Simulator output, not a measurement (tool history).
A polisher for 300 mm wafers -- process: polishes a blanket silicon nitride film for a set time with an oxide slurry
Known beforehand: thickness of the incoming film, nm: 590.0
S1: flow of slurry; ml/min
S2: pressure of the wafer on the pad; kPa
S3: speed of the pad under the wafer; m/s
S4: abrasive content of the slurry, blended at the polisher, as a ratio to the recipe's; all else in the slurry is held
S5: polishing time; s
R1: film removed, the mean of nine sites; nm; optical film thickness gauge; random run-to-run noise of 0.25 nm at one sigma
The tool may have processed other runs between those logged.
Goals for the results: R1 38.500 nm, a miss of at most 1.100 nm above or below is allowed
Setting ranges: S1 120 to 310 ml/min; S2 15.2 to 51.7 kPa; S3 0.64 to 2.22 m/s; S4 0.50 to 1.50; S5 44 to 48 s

run,hour,S1,S2,S3,S4,S5,R1
1,0.0,200,33.1,1.42,1.00,48,60.459
2,5.3,200,26.9,1.42,1.00,48,49.311
3,6.4,200,26.2,1.42,1.00,48,47.505
4,11.4,200,26.2,1.42,1.20,48,52.325
5,19.3,200,26.2,1.70,1.20,48,61.359
6,23.8,200,24.8,1.68,1.20,48,57.498
7,32.7,200,23.4,1.66,1.20,48,53.516
8,40.5,200,22.1,1.66,1.20,48,50.865
9,43.4,200,21.4,1.66,1.20,48,49.034
10,46.9,200,20.7,1.66,1.20,48,47.406
11,55.4,200,20.0,1.66,1.20,48,46.057
12,59.9,180,15.2,1.62,1.20,48,34.295
13,65.7,235,15.9,1.62,1.20,48,37.012

Which one of the following 4 next-run settings gets every result inside its allowed miss? There is exactly one.
A,71.5,215,18.6,1.24,1.30,48,?
B,71.5,225,15.2,1.70,1.15,48,?
C,71.5,225,20.0,1.50,0.95,48,?
D,71.5,255,16.5,1.44,1.30,48,?

move,R1
A,35.740
B,36.055
C,38.279
D,36.793
A: misses by more than the last run did
B: misses by more than the last run did
C: every result within its allowed miss
D: misses by more than the last run did
Correct choice: C, which meets every target

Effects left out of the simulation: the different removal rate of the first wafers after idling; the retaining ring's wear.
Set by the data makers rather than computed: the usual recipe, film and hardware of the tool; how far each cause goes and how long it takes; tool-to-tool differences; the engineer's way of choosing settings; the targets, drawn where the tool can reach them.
